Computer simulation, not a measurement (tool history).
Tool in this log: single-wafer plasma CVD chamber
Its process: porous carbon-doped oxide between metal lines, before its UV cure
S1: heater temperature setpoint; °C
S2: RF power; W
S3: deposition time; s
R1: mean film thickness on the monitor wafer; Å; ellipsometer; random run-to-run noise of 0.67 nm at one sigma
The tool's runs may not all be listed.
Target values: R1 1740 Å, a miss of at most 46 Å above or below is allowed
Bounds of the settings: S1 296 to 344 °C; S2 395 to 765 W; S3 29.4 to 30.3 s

run 1 hour=0 | S1=320 S2=580 S3=29.4 | R1=1505.7
run 2 hour=8.1 | S1=320 S2=535 S3=29.4 | R1=1433.1
run 3 hour=13 | S1=315 S2=565 S3=29.5 | R1=1528
run 4 hour=18.1 | S1=322 S2=565 S3=29.5 | R1=1474.8
run 5 hour=21.5 | S1=317 S2=590 S3=29.6 | R1=1562.1
run 6 hour=27.8 | S1=317 S2=590 S3=29.4 | R1=1554.2
run 7 hour=36.5 | S1=313 S2=600 S3=29.4 | R1=1594.6
run 8 hour=42.5 | S1=313 S2=600 S3=29.4 | R1=1595.8
run 9 hour=44.6 | S1=310 S2=610 S3=29.4 | R1=1649.4
run 10 hour=46.6 | S1=308 S2=615 S3=29.4 | R1=1672.2

4 candidate next runs follow, results not yet known. Just one meets every target within its allowed miss. Identify it.
run A hour=48.6 | S1=310 S2=630 S3=30.3 | R1=?
run B hour=48.6 | S1=301 S2=665 S3=30.3 | R1=?
run C hour=48.6 | S1=311 S2=605 S3=29.4 | R1=?
run D hour=48.6 | S1=319 S2=665 S3=29.4 | R1=?

move=A R1=1729.9
move=B R1=1873.8
move=C R1=1628.4
move=D R1=1667.4
A: meets every target
B: moves the result that the last run missed by most past its target, out the other side
C: lands further from the targets than the last run did
D: lands further from the targets than the last run did
A is the move that brings every result within its allowed miss.
